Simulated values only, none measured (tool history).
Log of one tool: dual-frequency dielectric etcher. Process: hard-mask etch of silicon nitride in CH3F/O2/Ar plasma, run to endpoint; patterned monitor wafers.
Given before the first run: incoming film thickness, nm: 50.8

run	hour	source power (kW)	bias power (kW)	endpoint time (s)
1	0	0.31	0.068	80.938
2	0.8	0.31	0.078	76.943
3	4.8	0.31	0.072	77.959
4	13.2	0.34	0.076	73.53
5	14.4	0.36	0.078	69.586
6	19.6	0.36	0.09	65.88
7	24	0.37	0.091	64.229
8	26.8	0.38	0.091	63.64

What will run 9 give?
9	29	0.39	0.091	?

endpoint time (s): 64.143
